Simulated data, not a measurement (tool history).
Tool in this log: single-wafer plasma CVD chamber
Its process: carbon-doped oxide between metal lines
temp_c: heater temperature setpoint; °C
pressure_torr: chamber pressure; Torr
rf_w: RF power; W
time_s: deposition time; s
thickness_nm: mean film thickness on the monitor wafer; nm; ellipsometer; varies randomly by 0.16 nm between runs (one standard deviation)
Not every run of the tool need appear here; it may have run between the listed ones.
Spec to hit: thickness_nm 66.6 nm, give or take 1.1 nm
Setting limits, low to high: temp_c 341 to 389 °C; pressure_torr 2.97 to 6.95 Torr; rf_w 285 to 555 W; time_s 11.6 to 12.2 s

run 1 hour=0 | temp_c=365 pressure_torr=4.96 rf_w=420 time_s=12.2 | thickness_nm=57.071
run 2 hour=6.2 | temp_c=361 pressure_torr=4.96 rf_w=420 time_s=12.2 | thickness_nm=57.897
run 3 hour=13.5 | temp_c=368 pressure_torr=4.96 rf_w=420 time_s=12.2 | thickness_nm=56.724
run 4 hour=19.1 | temp_c=368 pressure_torr=4.19 rf_w=420 time_s=12.2 | thickness_nm=55.471
run 5 hour=27.4 | temp_c=368 pressure_torr=4.19 rf_w=475 time_s=12.2 | thickness_nm=62.071
run 6 hour=35.5 | temp_c=366 pressure_torr=4.32 rf_w=475 time_s=12.2 | thickness_nm=62.558
run 7 hour=39.5 | temp_c=364 pressure_torr=4.43 rf_w=475 time_s=12.2 | thickness_nm=62.789
run 8 hour=42.4 | temp_c=363 pressure_torr=4.56 rf_w=475 time_s=12.2 | thickness_nm=63.563

Exactly one of the 4 candidate moves below puts every result within its allowed miss. Which one?
run A hour=45.3 | temp_c=364 pressure_torr=4.24 rf_w=490 time_s=12.2 | thickness_nm=?
run B hour=45.3 | temp_c=354 pressure_torr=5.79 rf_w=470 time_s=11.7 | thickness_nm=?
run C hour=45.3 | temp_c=360 pressure_torr=4.57 rf_w=475 time_s=11.7 | thickness_nm=?
run D hour=45.3 | temp_c=359 pressure_torr=4.61 rf_w=495 time_s=12.2 | thickness_nm=?

move=A thickness_nm=63.937
move=B thickness_nm=63.392
move=C thickness_nm=61.027
move=D thickness_nm=65.956
A: closes in on the targets versus the last run, not all within tolerance yet
B: further off than the last run
C: further off than the last run
D: hits every target within its allowed miss
Answer: D
